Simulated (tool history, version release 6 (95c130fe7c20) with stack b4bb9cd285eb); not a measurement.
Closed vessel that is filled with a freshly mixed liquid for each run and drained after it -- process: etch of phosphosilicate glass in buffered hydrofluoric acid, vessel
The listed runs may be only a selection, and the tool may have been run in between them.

| run | hour | temperature setpoint of the liquid (°C) | parts of 40 % ammonium fluoride to one part of 49 % hydrofluoric acid (parts by volume) | time in the liquid (s) | thickness taken off the phosphosilicate glass on a monitor wafer (Å) |
|---|---|---|---|---|---|
| 1 | 0.0 | 21.0 | 13.5 | 95 | 1552.30 |
| 2 | 5.5 | 20.5 | 14.0 | 95 | 1447.60 |
| 3 | 7.9 | 19.0 | 14.0 | 95 | 1347.40 |
| 4 | 15.5 | 18.5 | 14.5 | 95 | 1265.80 |
| 5 | 20.1 | 18.0 | 15.0 | 95 | 1183.10 |
| 6 | 21.1 | 21.0 | 15.0 | 95 | 1399.30 |
| 7 | 29.3 | 20.5 | 15.5 | 95 | 1358.20 |

Forecast run 8:
| 8 | 32.5 | 17.0 | 18.0 | 95 | ? |

thickness taken off the phosphosilicate glass on a monitor wafer (Å): 949.44
